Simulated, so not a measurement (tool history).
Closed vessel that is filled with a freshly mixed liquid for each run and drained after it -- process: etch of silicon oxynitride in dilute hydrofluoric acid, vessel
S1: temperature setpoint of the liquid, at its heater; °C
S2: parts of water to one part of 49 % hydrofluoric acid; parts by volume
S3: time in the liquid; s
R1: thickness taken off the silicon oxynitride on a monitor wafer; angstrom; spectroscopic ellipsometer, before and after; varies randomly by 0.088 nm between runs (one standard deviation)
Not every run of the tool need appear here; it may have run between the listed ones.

Run 1, day 0: S1 24 °C, S2 70 parts by volume, S3 810 s. Result: R1 250.29 angstrom.
Run 2, day 0.312: S1 24 °C, S2 55 parts by volume, S3 810 s. Result: R1 323.29 angstrom.
Run 3, day 0.596: S1 24 °C, S2 40 parts by volume, S3 810 s. Result: R1 450.82 angstrom.
Run 4, day 0.875: S1 23 °C, S2 45 parts by volume, S3 810 s. Result: R1 377.45 angstrom.
Run 5, day 1.042: S1 22 °C, S2 45 parts by volume, S3 810 s. Result: R1 358.71 angstrom.
Run 6, day 1.304: S1 21.5 °C, S2 45 parts by volume, S3 810 s. Result: R1 347.34 angstrom.
Run 7, day 1.675: S1 21 °C, S2 45 parts by volume, S3 810 s. Result: R1 345.3 angstrom.
Run 8, day 1.75: S1 20.5 °C, S2 45 parts by volume, S3 810 s. Result: R1 335 angstrom.

Run 9 has not been measured yet. What should we expect?
At day 1.808: thermometer replaced.
Run 9, day 1.808: S1 17 °C, S2 70 parts by volume, S3 810 s. Result: R1 ?.

{"run 9": {"R1": 198.66}}
